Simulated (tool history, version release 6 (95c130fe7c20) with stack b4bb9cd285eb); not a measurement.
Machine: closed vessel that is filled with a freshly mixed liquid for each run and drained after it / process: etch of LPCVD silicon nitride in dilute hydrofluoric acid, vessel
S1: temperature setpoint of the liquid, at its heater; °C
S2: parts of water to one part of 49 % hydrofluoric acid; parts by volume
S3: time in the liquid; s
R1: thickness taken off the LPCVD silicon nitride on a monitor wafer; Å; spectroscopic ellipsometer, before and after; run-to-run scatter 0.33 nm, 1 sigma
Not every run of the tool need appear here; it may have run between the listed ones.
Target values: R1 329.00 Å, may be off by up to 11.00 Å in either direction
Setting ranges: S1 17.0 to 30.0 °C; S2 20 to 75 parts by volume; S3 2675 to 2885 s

{"run": 1, "hour": 0.0, "S1": 22.0, "S2": 45, "S3": 2675, "R1": 260.0}
{"run": 2, "hour": 3.8, "S1": 23.0, "S2": 45, "S3": 2675, "R1": 274.87}
{"run": 3, "hour": 9.4, "S1": 24.0, "S2": 45, "S3": 2675, "R1": 296.11}
{"run": 4, "hour": 14.6, "S1": 24.0, "S2": 45, "S3": 2675, "R1": 302.81}
{"run": 5, "hour": 18.8, "S1": 24.0, "S2": 55, "S3": 2675, "R1": 244.21}
{"run": 6, "hour": 24.6, "S1": 26.5, "S2": 55, "S3": 2675, "R1": 282.87}
{"run": 7, "hour": 33.5, "S1": 29.5, "S2": 55, "S3": 2675, "R1": 352.52}
{"run": 8, "hour": 36.8, "S1": 29.0, "S2": 55, "S3": 2675, "R1": 342.95}

Which one of the following 4 next-run settings gets every result inside its allowed miss? There is exactly one.
{"run": "A", "hour": 40.1, "S1": 24.5, "S2": 50, "S3": 2885, "R1": "?"}
{"run": "B", "hour": 40.1, "S1": 30.0, "S2": 55, "S3": 2675, "R1": "?"}
{"run": "C", "hour": 40.1, "S1": 28.0, "S2": 55, "S3": 2725, "R1": "?"}
{"run": "D", "hour": 40.1, "S1": 28.5, "S2": 50, "S3": 2730, "R1": "?"}

move=A R1=300.31
move=B R1=363.91
move=C R1=325.66
move=D R1=370.33
A: moves the result that the last run missed by most past its target, out the other side
B: misses by more than the last run did
C: every result lands within tolerance
D: misses by more than the last run did
Answer: C

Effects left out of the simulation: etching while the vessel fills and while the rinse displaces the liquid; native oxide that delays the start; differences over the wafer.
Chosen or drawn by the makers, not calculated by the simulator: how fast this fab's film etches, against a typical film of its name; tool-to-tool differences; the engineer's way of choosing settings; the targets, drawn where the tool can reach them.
